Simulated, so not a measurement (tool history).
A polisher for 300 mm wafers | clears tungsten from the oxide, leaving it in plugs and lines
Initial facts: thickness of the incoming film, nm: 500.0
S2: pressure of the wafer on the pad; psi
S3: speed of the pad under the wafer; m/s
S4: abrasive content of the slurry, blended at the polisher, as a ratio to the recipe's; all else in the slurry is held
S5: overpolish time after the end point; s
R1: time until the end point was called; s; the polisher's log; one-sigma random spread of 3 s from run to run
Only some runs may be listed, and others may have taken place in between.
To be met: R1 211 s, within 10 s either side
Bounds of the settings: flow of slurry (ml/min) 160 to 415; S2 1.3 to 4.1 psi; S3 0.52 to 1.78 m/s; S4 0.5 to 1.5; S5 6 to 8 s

run 1 hour=0 | flow_of_slurry_(ml/min)=265 S2=2.7 S3=1.14 S4=1 S5=8 | R1=133.37
run 2 hour=5.9 | flow_of_slurry_(ml/min)=265 S2=2.3 S3=1.14 S4=1 S5=8 | R1=158.85
run 3 hour=6.8 | flow_of_slurry_(ml/min)=265 S2=2 S3=1.14 S4=1 S5=8 | R1=183.97
run 4 hour=8.7 | flow_of_slurry_(ml/min)=310 S2=2 S3=1.14 S4=1 S5=8 | R1=178.29
run 5 hour=13.9 | flow_of_slurry_(ml/min)=310 S2=2.4 S3=1.14 S4=1 S5=8 | R1=150.35
run 6 hour=19.8 | flow_of_slurry_(ml/min)=310 S2=2.4 S3=1.36 S4=1 S5=8 | R1=123.94
run 7 hour=22.2 | flow_of_slurry_(ml/min)=310 S2=2.1 S3=1.34 S4=1 S5=8 | R1=142.36
run 8 hour=25.5 | flow_of_slurry_(ml/min)=310 S2=1.9 S3=1.32 S4=1 S5=8 | R1=159.95
run 9 hour=30.6 | flow_of_slurry_(ml/min)=310 S2=1.8 S3=1.32 S4=1 S5=8 | R1=169.37
run 10 hour=39.5 | flow_of_slurry_(ml/min)=310 S2=1.7 S3=1.32 S4=1 S5=8 | R1=180.3
run 11 hour=48 | flow_of_slurry_(ml/min)=310 S2=1.6 S3=1.32 S4=1 S5=8 | R1=189.61

Exercise: of the 4 proposed moves below, exactly one satisfies all targets within the stated allowed misses. Which move is it?
run A hour=56.5 | flow_of_slurry_(ml/min)=320 S2=1.6 S3=1.32 S4=0.95 S5=8 | R1=?
run B hour=56.5 | flow_of_slurry_(ml/min)=270 S2=1.6 S3=1.2 S4=1.05 S5=8 | R1=?
run C hour=56.5 | flow_of_slurry_(ml/min)=300 S2=1.7 S3=1.22 S4=1.05 S5=7 | R1=?
run D hour=56.5 | flow_of_slurry_(ml/min)=310 S2=1.7 S3=1.32 S4=1 S5=6 | R1=?

move=A R1=191.08
move=B R1=207.26
move=C R1=190.8
move=D R1=178.47
A: gains on the last run, yet a result remains outside its allowed miss
B: each result inside its tolerance
C: gains on the last run, yet a result remains outside its allowed miss
D: lands further from the targets than the last run did
The right move is B.
